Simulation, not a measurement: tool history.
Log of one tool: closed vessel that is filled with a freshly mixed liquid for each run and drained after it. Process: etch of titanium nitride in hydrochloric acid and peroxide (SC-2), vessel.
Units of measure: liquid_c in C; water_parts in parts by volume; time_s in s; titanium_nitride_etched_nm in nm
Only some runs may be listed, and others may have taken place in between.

run,hour,liquid_c,water_parts,time_s,titanium_nitride_etched_nm
1,0.0,48.0,11.5,550,5.3672
2,3.3,51.0,11.5,550,6.6348
3,6.9,51.0,11.5,550,6.6815
4,9.4,52.5,11.5,550,7.3258
5,16.0,52.5,11.5,360,4.7623
6,25.3,52.5,9.5,360,5.5874

Estimate the outcome of run 7 from the log above:
7,27.6,56.0,9.0,360,?

Run 7 yielded titanium_nitride_etched_nm 7.4496 nm.
